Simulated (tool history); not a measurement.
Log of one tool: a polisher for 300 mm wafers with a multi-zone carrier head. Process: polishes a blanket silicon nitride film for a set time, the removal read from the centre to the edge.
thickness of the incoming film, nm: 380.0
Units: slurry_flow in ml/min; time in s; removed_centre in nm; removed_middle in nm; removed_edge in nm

run    day  slurry_flow  centre_zone  middle_zone  edge_zone  time  removed_centre  removed_middle  removed_edge
  1      0          275            1            1          1    75          122.06          127.42        123.76
  2  0.088          275            1            1       0.92    75          121.83          129.04        117.61
  3  0.333          275            1            1       0.92    57           95.79          95.254        89.716
  4  0.625          275            1         1.06       0.92    57          95.245          100.71        89.783
  5  0.854          275            1         1.02       0.92    57          94.926          96.789        89.372
  6  0.954          275            1         1.02       0.97    57          94.333          95.994        92.118

Forecast run 7:
  7  1.117          290         1.06         1.02       0.99    68               ?               ?             ?

Run 7 gave removed_centre 119.89 nm, removed_middle 116.41 nm, removed_edge 111.3 nm.
